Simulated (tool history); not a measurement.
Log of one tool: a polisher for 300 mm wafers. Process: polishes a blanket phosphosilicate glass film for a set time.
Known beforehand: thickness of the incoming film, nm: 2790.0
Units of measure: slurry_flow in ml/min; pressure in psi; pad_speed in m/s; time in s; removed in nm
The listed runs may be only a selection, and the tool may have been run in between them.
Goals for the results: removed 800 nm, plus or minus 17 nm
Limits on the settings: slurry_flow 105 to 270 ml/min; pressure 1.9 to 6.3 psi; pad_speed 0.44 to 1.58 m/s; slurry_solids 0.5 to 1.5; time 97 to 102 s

Run 1, hour 0: slurry_flow 175 ml/min, pressure 4.1 psi, pad_speed 1 m/s, slurry_solids 1, time 97 s. Result: removed 1029.3 nm.
Run 2, hour 8.7: slurry_flow 175 ml/min, pressure 4.1 psi, pad_speed 1.1 m/s, slurry_solids 1, time 97 s. Result: removed 1107.3 nm.
Run 3, hour 15.1: slurry_flow 175 ml/min, pressure 5.1 psi, pad_speed 1.1 m/s, slurry_solids 1, time 97 s. Result: removed 1273.5 nm.
Run 4, hour 23.1: slurry_flow 175 ml/min, pressure 4.2 psi, pad_speed 1.1 m/s, slurry_solids 1, time 97 s. Result: removed 1121.9 nm.
Run 5, hour 24.5: slurry_flow 175 ml/min, pressure 4.2 psi, pad_speed 1.34 m/s, slurry_solids 1, time 97 s. Result: removed 1287.7 nm.
Run 6, hour 28.7: slurry_flow 175 ml/min, pressure 4.2 psi, pad_speed 1.34 m/s, slurry_solids 0.8, time 97 s. Result: removed 1156.9 nm.
Run 7, hour 30.7: slurry_flow 170 ml/min, pressure 3.8 psi, pad_speed 1.34 m/s, slurry_solids 0.8, time 97 s. Result: removed 1069.5 nm.
Run 8, hour 31.5: slurry_flow 165 ml/min, pressure 3.5 psi, pad_speed 1.34 m/s, slurry_solids 0.8, time 97 s. Result: removed 1020.5 nm.
Run 9, hour 32.9: slurry_flow 160 ml/min, pressure 2.4 psi, pad_speed 1.34 m/s, slurry_solids 0.8, time 97 s. Result: removed 824.56 nm.

Of the 5 settings listed for the next run, only one would bring every result within its allowed miss of target. Which one?
Run A, hour 34.3: slurry_flow 125 ml/min, pressure 2.7 psi, pad_speed 1.44 m/s, slurry_solids 0.8, time 97 s. Result: removed ?.
Run B, hour 34.3: slurry_flow 180 ml/min, pressure 2 psi, pad_speed 1.4 m/s, slurry_solids 0.75, time 98 s. Result: removed ?.
Run C, hour 34.3: slurry_flow 175 ml/min, pressure 2.4 psi, pad_speed 1.26 m/s, slurry_solids 0.8, time 100 s. Result: removed ?.
Run D, hour 34.3: slurry_flow 180 ml/min, pressure 1.9 psi, pad_speed 1.28 m/s, slurry_solids 1.05, time 98 s. Result: removed ?.
Run E, hour 34.3: slurry_flow 230 ml/min, pressure 1.9 psi, pad_speed 1.4 m/s, slurry_solids 0.8, time 102 s. Result: removed ?.

move  removed
   A   862.78
   B   795.31
   C   841.09
   D   872.07
   E   883.99
A: misses by more than the last run did
B: all results in spec
C: misses by more than the last run did
D: misses by more than the last run did
E: misses by more than the last run did
The move that meets every target is B.
